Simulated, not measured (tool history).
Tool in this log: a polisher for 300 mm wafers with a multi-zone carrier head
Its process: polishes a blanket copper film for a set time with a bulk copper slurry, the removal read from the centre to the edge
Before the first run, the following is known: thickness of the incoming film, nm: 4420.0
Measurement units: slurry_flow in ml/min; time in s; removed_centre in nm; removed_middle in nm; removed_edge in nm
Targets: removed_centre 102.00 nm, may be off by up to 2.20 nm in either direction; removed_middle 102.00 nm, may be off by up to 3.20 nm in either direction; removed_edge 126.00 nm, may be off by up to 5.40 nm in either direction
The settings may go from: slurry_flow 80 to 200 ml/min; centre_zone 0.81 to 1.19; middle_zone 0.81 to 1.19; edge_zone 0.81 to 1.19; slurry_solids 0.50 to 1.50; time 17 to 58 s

run 1 hour=0.0 | slurry_flow=130 centre_zone=1.00 middle_zone=1.00 edge_zone=1.00 slurry_solids=1.00 time=37 | removed_centre=232.45 removed_middle=231.73 removed_edge=232.40
run 2 hour=9.0 | slurry_flow=130 centre_zone=1.00 middle_zone=0.92 edge_zone=1.00 slurry_solids=1.00 time=37 | removed_centre=235.49 removed_middle=217.92 removed_edge=233.60
run 3 hour=12.3 | slurry_flow=130 centre_zone=1.08 middle_zone=0.92 edge_zone=1.00 slurry_solids=1.00 time=37 | removed_centre=253.69 removed_middle=219.25 removed_edge=231.54
run 4 hour=19.9 | slurry_flow=130 centre_zone=1.11 middle_zone=0.92 edge_zone=1.00 slurry_solids=1.00 time=37 | removed_centre=260.55 removed_middle=218.51 removed_edge=238.99
run 5 hour=24.6 | slurry_flow=130 centre_zone=1.11 middle_zone=0.92 edge_zone=1.00 slurry_solids=1.00 time=28 | removed_centre=196.53 removed_middle=165.03 removed_edge=176.46
run 6 hour=27.6 | slurry_flow=130 centre_zone=1.11 middle_zone=0.92 edge_zone=1.00 slurry_solids=1.15 time=28 | removed_centre=203.76 removed_middle=171.05 removed_edge=182.31
run 7 hour=30.1 | slurry_flow=120 centre_zone=1.05 middle_zone=0.90 edge_zone=1.02 slurry_solids=1.00 time=26 | removed_centre=169.04 removed_middle=148.00 removed_edge=160.91
run 8 hour=35.2 | slurry_flow=110 centre_zone=1.00 middle_zone=0.88 edge_zone=1.05 slurry_solids=0.90 time=25 | removed_centre=147.64 removed_middle=132.27 removed_edge=152.93
run 9 hour=38.1 | slurry_flow=105 centre_zone=0.96 middle_zone=0.87 edge_zone=1.05 slurry_solids=0.80 time=25 | removed_centre=134.73 removed_middle=127.58 removed_edge=146.67
run 10 hour=45.1 | slurry_flow=100 centre_zone=0.94 middle_zone=0.86 edge_zone=1.06 slurry_solids=0.75 time=25 | removed_centre=127.68 removed_middle=122.95 removed_edge=144.63
run 11 hour=48.9 | slurry_flow=95 centre_zone=0.93 middle_zone=0.85 edge_zone=1.06 slurry_solids=0.70 time=25 | removed_centre=121.25 removed_middle=117.32 removed_edge=139.93
run 12 hour=51.3 | slurry_flow=95 centre_zone=0.92 middle_zone=0.84 edge_zone=1.06 slurry_solids=0.65 time=25 | removed_centre=117.92 removed_middle=113.03 removed_edge=141.65
run 13 hour=57.7 | slurry_flow=95 centre_zone=0.91 middle_zone=0.84 edge_zone=1.03 slurry_solids=0.60 time=25 | removed_centre=115.08 removed_middle=111.83 removed_edge=129.55
run 14 hour=60.9 | slurry_flow=95 centre_zone=0.91 middle_zone=0.84 edge_zone=1.03 slurry_solids=0.60 time=25 | removed_centre=113.58 removed_middle=111.72 removed_edge=131.92
run 15 hour=66.3 | slurry_flow=90 centre_zone=0.90 middle_zone=0.83 edge_zone=1.03 slurry_solids=0.60 time=25 | removed_centre=110.62 removed_middle=105.99 removed_edge=132.43
run 16 hour=69.0 | slurry_flow=90 centre_zone=0.90 middle_zone=0.83 edge_zone=1.03 slurry_solids=0.60 time=25 | removed_centre=109.83 removed_middle=107.27 removed_edge=129.92
run 17 hour=70.7 | slurry_flow=90 centre_zone=0.89 middle_zone=0.83 edge_zone=1.03 slurry_solids=0.60 time=25 | removed_centre=109.21 removed_middle=110.25 removed_edge=129.18

Which one of the following 4 next-run settings gets every result inside its allowed miss? There is exactly one.
run A hour=72.4 | slurry_flow=80 centre_zone=0.97 middle_zone=0.84 edge_zone=1.02 slurry_solids=0.70 time=24 | removed_centre=? removed_middle=? removed_edge=?
run B hour=72.4 | slurry_flow=80 centre_zone=0.89 middle_zone=0.82 edge_zone=1.03 slurry_solids=0.95 time=22 | removed_centre=? removed_middle=? removed_edge=?
run C hour=72.4 | slurry_flow=125 centre_zone=0.84 middle_zone=0.99 edge_zone=1.07 slurry_solids=0.60 time=23 | removed_centre=? removed_middle=? removed_edge=?
run D hour=72.4 | slurry_flow=80 centre_zone=0.94 middle_zone=0.82 edge_zone=1.08 slurry_solids=0.70 time=25 | removed_centre=? removed_middle=? removed_edge=?

move=A removed_centre=112.76 removed_middle=104.76 removed_edge=125.04
move=B removed_centre=101.99 removed_middle=101.70 removed_edge=123.98
move=C removed_centre=106.98 removed_middle=126.01 removed_edge=130.26
move=D removed_centre=113.78 removed_middle=107.34 removed_edge=134.02
A: misses by more than the last run did
B: every result within its allowed miss
C: misses by more than the last run did
D: misses by more than the last run did
Correct choice: B, which meets every target

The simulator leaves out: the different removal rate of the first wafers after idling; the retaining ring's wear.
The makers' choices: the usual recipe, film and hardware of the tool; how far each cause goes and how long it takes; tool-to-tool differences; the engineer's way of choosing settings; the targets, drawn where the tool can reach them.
